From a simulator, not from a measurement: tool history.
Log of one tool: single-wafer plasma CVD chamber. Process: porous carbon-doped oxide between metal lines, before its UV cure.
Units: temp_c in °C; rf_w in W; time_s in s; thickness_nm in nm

Run 1, hour 0: temp_c 290 °C, rf_w 520 W, time_s 39.1 s. Result: thickness_nm 214.33 nm.
Run 2, hour 7.9: temp_c 290 °C, rf_w 520 W, time_s 37.2 s. Result: thickness_nm 203.91 nm.
Run 3, hour 12.5: temp_c 288 °C, rf_w 535 W, time_s 37.3 s. Result: thickness_nm 209.29 nm.
Run 4, hour 14.2: temp_c 287 °C, rf_w 550 W, time_s 37.5 s. Result: thickness_nm 215.89 nm.
Run 5, hour 19.2: temp_c 286 °C, rf_w 560 W, time_s 37.7 s. Result: thickness_nm 221.22 nm.
Run 6, hour 21.4: temp_c 285 °C, rf_w 570 W, time_s 37.8 s. Result: thickness_nm 224.52 nm.
Run 7, hour 28.7: temp_c 284 °C, rf_w 580 W, time_s 37.9 s. Result: thickness_nm 229.81 nm.

Forecast run 8:
Run 8, hour 33.7: temp_c 283 °C, rf_w 585 W, time_s 38 s. Result: thickness_nm ?.

{"run 8": {"thickness_nm": 232.4}}

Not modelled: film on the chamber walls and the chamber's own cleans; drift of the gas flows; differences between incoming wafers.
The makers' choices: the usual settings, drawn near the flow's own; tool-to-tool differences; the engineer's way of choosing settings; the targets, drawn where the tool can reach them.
